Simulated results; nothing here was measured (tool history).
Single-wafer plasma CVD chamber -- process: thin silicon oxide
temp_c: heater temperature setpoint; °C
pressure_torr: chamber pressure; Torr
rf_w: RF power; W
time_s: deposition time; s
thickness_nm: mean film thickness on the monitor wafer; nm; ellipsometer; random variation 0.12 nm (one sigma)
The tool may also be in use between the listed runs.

run	hour	temp_c	pressure_torr	rf_w	time_s	thickness_nm
1	0.0	380	0.597	265	10.52	14.307
2	8.3	380	0.645	265	10.52	15.643
3	13.6	380	0.681	265	10.52	16.376
4	22.3	380	0.681	265	10.52	16.340
5	23.2	380	0.634	265	10.52	15.213
6	24.1	387	0.634	265	10.52	15.268
7	26.5	387	0.753	270	10.53	18.111

Run 8 comes next. What will it give?
8	29.0	387	0.773	270	10.53	?

thickness_nm: 18.256 nm

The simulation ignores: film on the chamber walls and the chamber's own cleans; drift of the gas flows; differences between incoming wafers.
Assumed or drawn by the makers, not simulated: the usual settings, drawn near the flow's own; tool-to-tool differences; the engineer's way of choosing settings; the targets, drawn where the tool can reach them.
